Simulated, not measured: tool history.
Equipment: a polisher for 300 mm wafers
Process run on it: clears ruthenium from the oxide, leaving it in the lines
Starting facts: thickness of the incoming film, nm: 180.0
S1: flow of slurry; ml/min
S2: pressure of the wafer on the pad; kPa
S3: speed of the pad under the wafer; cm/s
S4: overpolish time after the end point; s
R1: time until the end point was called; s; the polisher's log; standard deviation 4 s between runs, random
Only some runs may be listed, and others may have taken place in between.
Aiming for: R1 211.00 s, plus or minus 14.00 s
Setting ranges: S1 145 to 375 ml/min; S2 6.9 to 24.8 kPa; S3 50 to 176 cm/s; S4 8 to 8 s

run  hour   S1    S2   S3  S4      R1
  1   0.0  240  15.9  112   8  147.35
  2   7.5  265  15.9  112   8  141.93
  3  12.8  265  15.2  112   8  144.90
  4  21.8  265  13.8  112   8  159.37
  5  26.2  260  13.1  112   8  165.20
  6  29.5  260  12.4  112   8  170.80
  7  34.2  260  12.4  112   8  167.35
  8  36.5  260  11.7  112   8  181.37
  9  40.8  250  10.3  110   8  194.58

Consider the 4 candidate settings below. Which is the only one whose results all fall within their allowed miss of target?
  A  45.1  235   9.0  110   8   ?
  B  45.1  270  10.3   86   8   ?
  C  45.1  255   8.3   96   8   ?
  D  45.1  270   8.3   96   8   ?

move      R1
   A  211.66
   B  242.81
   C  247.90
   D  245.60
A: meets every target
B: takes the biggest miss from the last run beyond its target
C: takes the biggest miss from the last run beyond its target
D: takes the biggest miss from the last run beyond its target
The move that meets every target is A.
